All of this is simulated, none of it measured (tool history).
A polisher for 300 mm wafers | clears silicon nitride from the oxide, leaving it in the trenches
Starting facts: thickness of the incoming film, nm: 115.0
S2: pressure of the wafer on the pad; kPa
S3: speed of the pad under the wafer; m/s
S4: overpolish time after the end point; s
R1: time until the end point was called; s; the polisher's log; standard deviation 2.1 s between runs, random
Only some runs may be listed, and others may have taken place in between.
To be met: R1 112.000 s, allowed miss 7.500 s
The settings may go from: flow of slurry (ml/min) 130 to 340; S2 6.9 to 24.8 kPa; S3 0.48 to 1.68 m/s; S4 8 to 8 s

run 1 hour=0.0 | flow_of_slurry_(ml/min)=220 S2=15.9 S3=1.08 S4=8 | R1=182.920
run 2 hour=4.1 | flow_of_slurry_(ml/min)=220 S2=16.5 S3=1.10 S4=8 | R1=174.880
run 3 hour=5.3 | flow_of_slurry_(ml/min)=220 S2=16.5 S3=0.94 S4=8 | R1=204.110
run 4 hour=6.8 | flow_of_slurry_(ml/min)=220 S2=17.9 S3=0.96 S4=8 | R1=188.450
run 5 hour=9.0 | flow_of_slurry_(ml/min)=220 S2=18.6 S3=1.00 S4=8 | R1=180.110
run 6 hour=16.8 | flow_of_slurry_(ml/min)=220 S2=19.3 S3=1.04 S4=8 | R1=163.670
run 7 hour=18.9 | flow_of_slurry_(ml/min)=220 S2=20.0 S3=1.06 S4=8 | R1=152.950
run 8 hour=26.3 | flow_of_slurry_(ml/min)=220 S2=20.7 S3=1.08 S4=8 | R1=151.080
-- hour=27.8 head pressure recalibrated
run 9 hour=27.8 | flow_of_slurry_(ml/min)=225 S2=24.8 S3=1.26 S4=8 | R1=103.780

Which single option among these 4 for the next run brings every result within its allowed miss of target? Just one does.
run A hour=29.3 | flow_of_slurry_(ml/min)=140 S2=24.8 S3=1.22 S4=8 | R1=?
run B hour=29.3 | flow_of_slurry_(ml/min)=240 S2=24.1 S3=1.52 S4=8 | R1=?
run C hour=29.3 | flow_of_slurry_(ml/min)=145 S2=24.8 S3=1.54 S4=8 | R1=?
run D hour=29.3 | flow_of_slurry_(ml/min)=240 S2=24.8 S3=1.36 S4=8 | R1=?

move=A R1=117.410
move=B R1=92.296
move=C R1=95.157
move=D R1=99.426
A: in spec on every target
B: misses by more than the last run did
C: misses by more than the last run did
D: misses by more than the last run did
Answer: A
